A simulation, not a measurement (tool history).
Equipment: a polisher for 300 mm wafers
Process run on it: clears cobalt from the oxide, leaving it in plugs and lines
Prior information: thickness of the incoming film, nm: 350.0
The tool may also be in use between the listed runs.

run,day,flow of slurry (ml/min),pressure of the wafer on the pad (psi),speed of the pad under the wafer (m/s),overpolish time after the end point (s),time until the end point was called (s),dishing of a wide line in a test structure (nm)
1,0.000,185,1.8,1.08,18,98.781,39.036
2,0.183,220,1.8,1.08,18,98.693,37.158
3,0.308,220,1.8,1.08,11,97.309,28.546
4,0.354,220,1.8,0.96,11,109.030,26.123
5,0.700,215,1.7,0.98,14,111.720,30.182
6,0.829,215,1.6,0.98,16,116.800,31.210

The next listed run, before its measurement:
7,0.962,210,1.6,0.98,17,?,?

time until the end point was called (s): 121.600
dishing of a wide line in a test structure (nm): 32.526

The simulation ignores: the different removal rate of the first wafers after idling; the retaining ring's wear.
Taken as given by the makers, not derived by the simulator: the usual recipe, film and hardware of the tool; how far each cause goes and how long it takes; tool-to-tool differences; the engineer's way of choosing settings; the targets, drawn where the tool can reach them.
